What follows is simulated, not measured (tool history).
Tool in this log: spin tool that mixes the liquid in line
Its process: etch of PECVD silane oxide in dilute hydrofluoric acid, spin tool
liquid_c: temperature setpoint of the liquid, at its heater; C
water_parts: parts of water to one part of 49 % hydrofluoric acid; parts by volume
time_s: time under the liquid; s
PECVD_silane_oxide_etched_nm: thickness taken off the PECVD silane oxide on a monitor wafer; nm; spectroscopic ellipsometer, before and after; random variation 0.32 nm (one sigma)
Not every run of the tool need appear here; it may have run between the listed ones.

run	hour	liquid_c	water_parts	time_s	PECVD_silane_oxide_etched_nm
1	0.0	23.0	160	200	30.431
2	8.3	24.5	145	200	36.024
3	16.4	26.0	130	200	43.866
4	19.3	29.5	130	200	49.425
5	25.4	29.5	130	215	53.719
6	27.4	30.0	125	215	56.938

Run 7 has not been measured yet. What should we expect?
7	30.5	30.0	120	215	?

Run 7 measured PECVD_silane_oxide_etched_nm 59.485 nm.

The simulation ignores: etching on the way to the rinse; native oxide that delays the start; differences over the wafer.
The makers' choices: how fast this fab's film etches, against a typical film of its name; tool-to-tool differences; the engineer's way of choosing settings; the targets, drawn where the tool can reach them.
